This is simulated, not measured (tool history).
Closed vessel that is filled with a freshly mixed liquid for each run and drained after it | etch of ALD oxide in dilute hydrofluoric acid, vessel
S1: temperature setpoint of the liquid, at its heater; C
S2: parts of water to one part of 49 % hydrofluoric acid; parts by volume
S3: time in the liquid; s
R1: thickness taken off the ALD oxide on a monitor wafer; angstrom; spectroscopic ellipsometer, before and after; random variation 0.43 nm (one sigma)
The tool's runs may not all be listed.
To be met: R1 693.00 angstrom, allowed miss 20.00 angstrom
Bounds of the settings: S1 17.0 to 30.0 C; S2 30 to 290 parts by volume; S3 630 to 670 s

run    day    S1   S2   S3      R1
  1  0.000  22.0  160  630  876.72
  2  0.092  21.5  160  630  858.57
  3  0.362  21.0  160  630  854.98
  4  0.412  21.0  160  630  848.84
  5  0.754  21.0  215  630  597.24
  6  0.917  18.0  215  630  529.43
     1.150  -- hydrofluoric acid flow meter replaced
  7  1.150  18.5  215  630  585.74
  8  1.421  19.0  215  630  595.73

5 next moves are on the table. One of them brings every result within its allowed miss. Which?
  A  1.692  18.0  185  635   ?
  B  1.692  17.0  175  660   ?
  C  1.692  18.0  205  670   ?
  D  1.692  19.0  210  655   ?
  E  1.692  17.5  190  630   ?

move      R1
   A  693.79
   B  739.31
   C  648.28
   D  640.32
   E  653.90
A: meets every target
B: takes the result that was furthest off past its target
C: nearer than the last run, and not there yet
D: nearer than the last run, and not there yet
E: nearer than the last run, and not there yet
The right move is A.
